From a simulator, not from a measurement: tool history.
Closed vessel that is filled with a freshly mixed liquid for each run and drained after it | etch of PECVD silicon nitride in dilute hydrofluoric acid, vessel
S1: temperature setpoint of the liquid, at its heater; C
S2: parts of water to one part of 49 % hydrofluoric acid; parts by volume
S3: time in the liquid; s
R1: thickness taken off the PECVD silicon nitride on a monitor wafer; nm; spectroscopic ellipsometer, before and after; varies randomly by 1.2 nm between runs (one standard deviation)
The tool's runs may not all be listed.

run,day,S1,S2,S3,R1
1,0.000,24.0,130,2455,93.641
2,0.296,24.0,130,2630,100.870
3,0.675,24.0,85,2630,152.780
4,1.012,22.5,85,2630,137.690
5,1.129,24.5,85,2630,158.210
6,1.308,23.0,85,2630,142.260
7,1.629,27.0,85,2630,185.490
8,1.817,27.5,85,2630,192.280

Run 9, settings as shown, results not yet in. Your forecast:
9,1.912,28.0,85,2630,?

R1: 198.200 nm

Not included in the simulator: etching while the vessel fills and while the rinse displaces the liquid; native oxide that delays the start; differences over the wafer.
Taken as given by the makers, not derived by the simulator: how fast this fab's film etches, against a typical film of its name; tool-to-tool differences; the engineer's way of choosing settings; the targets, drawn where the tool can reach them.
